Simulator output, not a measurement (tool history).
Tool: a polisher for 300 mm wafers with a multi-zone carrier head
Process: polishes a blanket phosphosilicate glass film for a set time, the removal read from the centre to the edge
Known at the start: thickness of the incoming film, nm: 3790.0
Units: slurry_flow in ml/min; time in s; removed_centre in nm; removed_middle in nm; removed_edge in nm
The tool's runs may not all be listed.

run 1 hour=0 | slurry_flow=150 centre_zone=1 middle_zone=1 edge_zone=1 slurry_solids=1 time=37 | removed_centre=249.57 removed_middle=247.1 removed_edge=244.17
run 2 hour=5.5 | slurry_flow=150 centre_zone=1 middle_zone=0.93 edge_zone=1 slurry_solids=1 time=37 | removed_centre=247.96 removed_middle=230.92 removed_edge=248.2
run 3 hour=14.1 | slurry_flow=125 centre_zone=1 middle_zone=0.93 edge_zone=1 slurry_solids=1 time=37 | removed_centre=237.88 removed_middle=223.66 removed_edge=243.23
run 4 hour=16.1 | slurry_flow=125 centre_zone=1 middle_zone=0.93 edge_zone=1 slurry_solids=1.15 time=37 | removed_centre=255.13 removed_middle=236.44 removed_edge=262.03
run 5 hour=20.5 | slurry_flow=125 centre_zone=0.91 middle_zone=0.93 edge_zone=1 slurry_solids=1.15 time=37 | removed_centre=232.13 removed_middle=239.13 removed_edge=263.33
run 6 hour=27.7 | slurry_flow=125 centre_zone=0.91 middle_zone=0.93 edge_zone=1.08 slurry_solids=1.15 time=37 | removed_centre=232.58 removed_middle=239 removed_edge=258.85
run 7 hour=31.1 | slurry_flow=145 centre_zone=1.01 middle_zone=0.98 edge_zone=1.13 slurry_solids=0.9 time=37 | removed_centre=234.96 removed_middle=232.57 removed_edge=247.45
-- hour=35.6 worn pad replaced by a new one
run 8 hour=35.6 | slurry_flow=150 centre_zone=1.03 middle_zone=0.98 edge_zone=1.09 slurry_solids=0.9 time=37 | removed_centre=256.85 removed_middle=245.08 removed_edge=260.59

Run 9 comes next. What will it give?
run 9 hour=38.8 | slurry_flow=145 centre_zone=1.04 middle_zone=0.97 edge_zone=1.03 slurry_solids=0.9 time=37 | removed_centre=? removed_middle=? removed_edge=?

{"run 9": {"removed_centre": 264.8, "removed_middle": 240.15, "removed_edge": 249.67}}
